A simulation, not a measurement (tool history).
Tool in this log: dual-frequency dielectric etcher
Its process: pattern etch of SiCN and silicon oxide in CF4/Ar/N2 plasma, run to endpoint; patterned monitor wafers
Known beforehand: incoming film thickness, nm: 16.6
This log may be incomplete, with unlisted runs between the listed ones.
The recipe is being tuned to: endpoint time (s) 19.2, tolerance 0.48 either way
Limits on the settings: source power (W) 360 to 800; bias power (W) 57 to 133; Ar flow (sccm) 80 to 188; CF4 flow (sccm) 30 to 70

run,hour,source power (W),bias power (W),Ar flow (sccm),CF4 flow (sccm),endpoint time (s)
1,0,580,95,134,50,15.642
2,7.3,520,95,134,50,17.013
3,11.9,520,95,134,46,16.968
4,16.3,490,94,134,46,17.962
5,22.3,590,94,134,46,15.701
6,27.1,590,94,134,50,15.522
7,29.8,590,94,134,50,15.598
8,37.3,540,93,134,50,16.444
9,39.2,500,92,135,50,17.662
10,44.5,480,92,135,50,18.232
11,46.6,470,92,135,50,18.446

Pick the move, out of 4, that brings all results within their allowed miss; only one does.
A,48.7,410,99,137,48,?
B,48.7,400,87,145,54,?
C,48.7,440,92,139,53,?
D,48.7,460,77,161,49,?

move,endpoint time (s)
A,19.898
B,20.817
C,19.103
D,20.314
A: takes the result that was furthest off past its target
B: takes the result that was furthest off past its target
C: in spec on every target
D: takes the result that was furthest off past its target
C is the move that brings every result within its allowed miss.

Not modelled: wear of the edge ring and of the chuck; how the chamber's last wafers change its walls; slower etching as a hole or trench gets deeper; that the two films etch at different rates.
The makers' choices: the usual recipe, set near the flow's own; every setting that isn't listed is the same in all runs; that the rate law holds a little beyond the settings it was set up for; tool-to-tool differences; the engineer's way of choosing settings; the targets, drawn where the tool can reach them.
